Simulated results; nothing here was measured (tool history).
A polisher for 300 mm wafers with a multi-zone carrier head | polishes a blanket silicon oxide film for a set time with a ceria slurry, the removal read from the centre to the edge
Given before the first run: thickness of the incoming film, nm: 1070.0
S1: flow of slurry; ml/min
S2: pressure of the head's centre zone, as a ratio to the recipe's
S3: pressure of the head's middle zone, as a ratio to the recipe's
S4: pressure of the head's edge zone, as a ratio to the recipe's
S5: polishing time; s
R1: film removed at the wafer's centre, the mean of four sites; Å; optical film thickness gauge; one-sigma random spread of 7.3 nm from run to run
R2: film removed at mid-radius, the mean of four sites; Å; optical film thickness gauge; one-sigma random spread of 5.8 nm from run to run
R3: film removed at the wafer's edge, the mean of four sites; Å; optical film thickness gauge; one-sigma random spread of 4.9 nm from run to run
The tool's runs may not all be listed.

run 1 day=0 | S1=210 S2=1 S3=1 S4=1 S5=64 | R1=3391.4 R2=3199.5 R3=3397.1
run 2 day=0.3 | S1=215 S2=1.03 S3=1.02 S4=1.01 S5=67 | R1=3617.2 R2=3485.4 R3=3488.2
run 3 day=0.333 | S1=215 S2=1.03 S3=1.02 S4=1.08 S5=67 | R1=3642.7 R2=3385.1 R3=3589.7
run 4 day=0.683 | S1=215 S2=1.03 S3=1.02 S4=1.08 S5=83 | R1=4421.5 R2=4169.1 R3=4517.2
run 5 day=0.862 | S1=215 S2=0.98 S3=1.02 S4=1.08 S5=83 | R1=4241.6 R2=4339 R3=4438.3
run 6 day=0.971 | S1=215 S2=0.98 S3=1.02 S4=1.03 S5=83 | R1=4371.9 R2=4235.4 R3=4391.5

The next listed run, before its measurement:
run 7 day=1.017 | S1=225 S2=1 S3=1.03 S4=1.02 S5=83 | R1=? R2=? R3=?

R1: 4383.2 Å
R2: 4387.3 Å
R3: 4352.4 Å

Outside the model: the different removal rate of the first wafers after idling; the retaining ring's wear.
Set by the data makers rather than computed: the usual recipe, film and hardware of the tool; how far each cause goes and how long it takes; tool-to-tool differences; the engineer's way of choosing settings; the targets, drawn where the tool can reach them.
